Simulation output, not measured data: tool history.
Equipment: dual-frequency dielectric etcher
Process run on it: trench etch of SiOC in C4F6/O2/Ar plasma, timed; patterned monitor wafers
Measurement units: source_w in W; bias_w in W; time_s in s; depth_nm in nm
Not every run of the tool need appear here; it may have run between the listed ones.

run    day  source_w  bias_w  time_s  depth_nm
  1  0.000       470     156      27    54.986
  2  0.350       410     156      27    52.955
  3  0.496       410     156      27    53.122
  4  0.667       410     132      27    49.489
  5  0.867       410     132      28    51.376
  6  1.133       340     132      28    48.778

Expected results for the next run?
  7  1.279       380     133      28         ?

depth_nm: 50.325 nm
